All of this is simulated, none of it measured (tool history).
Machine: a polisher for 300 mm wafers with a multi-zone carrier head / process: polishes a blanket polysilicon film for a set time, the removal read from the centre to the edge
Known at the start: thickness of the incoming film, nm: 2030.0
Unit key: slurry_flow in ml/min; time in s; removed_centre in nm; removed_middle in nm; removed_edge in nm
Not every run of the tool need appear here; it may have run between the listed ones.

Run 1, hour 0: slurry_flow 320 ml/min, centre_zone 1, middle_zone 1, edge_zone 1, time 64 s. Result: removed_centre 384.91 nm, removed_middle 378.83 nm, removed_edge 367.77 nm.
Run 2, hour 8.5: slurry_flow 320 ml/min, centre_zone 1, middle_zone 1, edge_zone 1, time 74 s. Result: removed_centre 435.21 nm, removed_middle 433.87 nm, removed_edge 437.89 nm.
Run 3, hour 9.1: slurry_flow 325 ml/min, centre_zone 1.02, middle_zone 1.01, edge_zone 1.01, time 74 s. Result: removed_centre 451.3 nm, removed_middle 443.17 nm, removed_edge 441.54 nm.
Run 4, hour 15.9: slurry_flow 370 ml/min, centre_zone 1.02, middle_zone 1.01, edge_zone 1.01, time 74 s. Result: removed_centre 451.65 nm, removed_middle 450.09 nm, removed_edge 455.71 nm.
Run 5, hour 18.2: slurry_flow 435 ml/min, centre_zone 1.02, middle_zone 1.01, edge_zone 1.01, time 74 s. Result: removed_centre 462.72 nm, removed_middle 453.13 nm, removed_edge 449.9 nm.
Run 6, hour 24.7: slurry_flow 435 ml/min, centre_zone 1.03, middle_zone 1.02, edge_zone 1.02, time 74 s. Result: removed_centre 460.27 nm, removed_middle 460.69 nm, removed_edge 453.07 nm.
Run 7, hour 32.4: slurry_flow 435 ml/min, centre_zone 1.04, middle_zone 1.02, edge_zone 1.02, time 74 s. Result: removed_centre 466.22 nm, removed_middle 457.67 nm, removed_edge 446.9 nm.

Estimate the outcome of run 8 from the log above:
Run 8, hour 33.7: slurry_flow 435 ml/min, centre_zone 1.05, middle_zone 1.02, edge_zone 1.03, time 75 s. Result: removed_centre ?, removed_middle ?, removed_edge ?.

removed_centre: 484.21 nm
removed_middle: 461.18 nm
removed_edge: 466.25 nm
